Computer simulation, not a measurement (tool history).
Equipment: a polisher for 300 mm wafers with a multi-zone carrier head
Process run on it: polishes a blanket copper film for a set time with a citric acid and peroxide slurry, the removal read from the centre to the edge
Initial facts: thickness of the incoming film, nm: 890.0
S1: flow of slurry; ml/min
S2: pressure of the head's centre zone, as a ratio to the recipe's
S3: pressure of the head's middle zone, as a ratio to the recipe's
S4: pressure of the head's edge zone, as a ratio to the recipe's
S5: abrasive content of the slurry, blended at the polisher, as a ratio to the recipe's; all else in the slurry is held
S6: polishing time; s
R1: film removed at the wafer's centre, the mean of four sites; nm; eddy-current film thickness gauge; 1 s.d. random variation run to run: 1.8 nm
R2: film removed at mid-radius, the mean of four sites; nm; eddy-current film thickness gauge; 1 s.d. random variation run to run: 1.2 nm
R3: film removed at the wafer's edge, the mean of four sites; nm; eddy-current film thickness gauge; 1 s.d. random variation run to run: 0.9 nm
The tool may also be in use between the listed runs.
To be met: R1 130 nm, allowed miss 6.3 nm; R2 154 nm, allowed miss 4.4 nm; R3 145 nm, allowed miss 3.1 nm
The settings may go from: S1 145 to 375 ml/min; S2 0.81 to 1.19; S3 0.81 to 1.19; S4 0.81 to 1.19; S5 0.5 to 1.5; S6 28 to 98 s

Run 1, day 0: S1 240 ml/min, S2 1, S3 1, S4 1, S5 1, S6 63 s. Result: R1 106.87 nm, R2 103.5 nm, R3 106.23 nm.
Run 2, day 0.046: S1 240 ml/min, S2 1, S3 1, S4 1, S5 1, S6 77 s. Result: R1 129.05 nm, R2 127.18 nm, R3 130.12 nm.
Run 3, day 0.1: S1 245 ml/min, S2 0.99, S3 1.02, S4 1.01, S5 1, S6 77 s. Result: R1 129.77 nm, R2 129.48 nm, R3 130.69 nm.
Run 4, day 0.179: S1 245 ml/min, S2 0.99, S3 1.02, S4 1.01, S5 1, S6 69 s. Result: R1 116.35 nm, R2 116.15 nm, R3 117.15 nm.
Run 5, day 0.492: S1 250 ml/min, S2 0.98, S3 1.04, S4 1.03, S5 1.05, S6 69 s. Result: R1 117 nm, R2 119.19 nm, R3 119.87 nm.
Run 6, day 0.75: S1 250 ml/min, S2 0.98, S3 0.97, S4 1.03, S5 1.05, S6 69 s. Result: R1 116.97 nm, R2 112.74 nm, R3 120.57 nm.
Run 7, day 1.05: S1 260 ml/min, S2 0.97, S3 0.99, S4 1.05, S5 1.1, S6 69 s. Result: R1 115.64 nm, R2 116.8 nm, R3 122.66 nm.
Run 8, day 1.133: S1 265 ml/min, S2 0.97, S3 1.01, S4 1.06, S5 1.15, S6 69 s. Result: R1 120.87 nm, R2 119.17 nm, R3 124.81 nm.

Below are 5 possible settings for the next run. Only one of them brings all results inside the allowed miss of their targets. Which is it?
Run A, day 1.217: S1 290 ml/min, S2 1.05, S3 1.18, S4 0.85, S5 1.2, S6 69 s. Result: R1 ?, R2 ?, R3 ?.
Run B, day 1.217: S1 285 ml/min, S2 1.16, S3 0.89, S4 1.08, S5 1.35, S6 61 s. Result: R1 ?, R2 ?, R3 ?.
Run C, day 1.217: S1 245 ml/min, S2 0.87, S3 1.07, S4 0.94, S5 1.4, S6 81 s. Result: R1 ?, R2 ?, R3 ?.
Run D, day 1.217: S1 195 ml/min, S2 0.9, S3 1.05, S4 1.19, S5 1.05, S6 87 s. Result: R1 ?, R2 ?, R3 ?.
Run E, day 1.217: S1 275 ml/min, S2 0.98, S3 1.06, S4 1.05, S5 1.4, S6 77 s. Result: R1 ?, R2 ?, R3 ?.

move      R1      R2      R3
   A  128.23  139.58   113.4
   B  128.35  99.642  114.86
   C  127.01  154.12  142.73
   D  129.07  149.23  157.65
   E   137.6  146.64  143.68
A: the biggest miss grows against the last run
B: the biggest miss grows against the last run
C: meets every target
D: nearer than the last run, and not there yet
E: nearer than the last run, and not there yet
So the answer is move C, the one that meets all the targets.
